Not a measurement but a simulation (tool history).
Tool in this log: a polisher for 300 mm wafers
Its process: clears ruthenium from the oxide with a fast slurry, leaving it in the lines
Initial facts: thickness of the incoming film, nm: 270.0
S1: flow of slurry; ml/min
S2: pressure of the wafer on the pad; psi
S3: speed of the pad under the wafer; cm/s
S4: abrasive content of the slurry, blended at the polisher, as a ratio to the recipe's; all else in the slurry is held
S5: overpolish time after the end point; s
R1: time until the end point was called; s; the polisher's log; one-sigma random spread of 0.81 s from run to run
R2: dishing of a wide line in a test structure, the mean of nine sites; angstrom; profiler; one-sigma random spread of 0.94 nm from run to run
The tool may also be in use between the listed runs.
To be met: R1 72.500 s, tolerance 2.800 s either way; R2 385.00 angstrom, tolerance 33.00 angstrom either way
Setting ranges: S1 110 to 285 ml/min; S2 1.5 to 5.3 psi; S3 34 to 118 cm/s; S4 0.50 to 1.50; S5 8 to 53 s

| run | day | S1 | S2 | S3 | S4 | S5 | R1 | R2 |
|---|---|---|---|---|---|---|---|---|
| 1 | 0.000 | 180 | 3.4 | 76 | 1.00 | 27 | 79.037 | 630.61 |
| 2 | 0.042 | 180 | 3.4 | 76 | 1.00 | 25 | 79.734 | 637.77 |
| 3 | 0.321 | 180 | 3.4 | 66 | 1.00 | 25 | 91.898 | 550.06 |
| 4 | 0.558 | 180 | 3.5 | 66 | 1.00 | 23 | 90.716 | 544.14 |
| 5 | 0.796 | 180 | 3.5 | 66 | 1.10 | 23 | 87.646 | 536.94 |
| 6 | 1.133 | 180 | 3.5 | 80 | 1.10 | 23 | 72.131 | 625.94 |
| 7 | 1.458 | 180 | 3.5 | 80 | 1.10 | 10 | 72.647 | 302.97 |
| 8 | 1.725 | 180 | 3.5 | 80 | 1.10 | 15 | 71.870 | 433.18 |

Of the 4 settings listed for the next run, only one would bring every result within its allowed miss of target. Which one?
| A | 1.992 | 155 | 3.4 | 82 | 1.15 | 13 | ? | ? |
| B | 1.992 | 210 | 3.5 | 92 | 1.00 | 11 | ? | ? |
| C | 1.992 | 185 | 3.1 | 82 | 1.10 | 11 | ? | ? |
| D | 1.992 | 195 | 3.2 | 88 | 1.05 | 17 | ? | ? |

| move | R1 | R2 |
|---|---|---|
| A | 71.800 | 379.23 |
| B | 63.795 | 362.71 |
| C | 77.627 | 302.69 |
| D | 71.351 | 485.11 |
A: hits every target within its allowed miss
B: corrects the largest miss of the last run, while another result sits out of spec
C: takes the result that was furthest off past its target
D: moves away from the targets compared with the last run
A meets every target.

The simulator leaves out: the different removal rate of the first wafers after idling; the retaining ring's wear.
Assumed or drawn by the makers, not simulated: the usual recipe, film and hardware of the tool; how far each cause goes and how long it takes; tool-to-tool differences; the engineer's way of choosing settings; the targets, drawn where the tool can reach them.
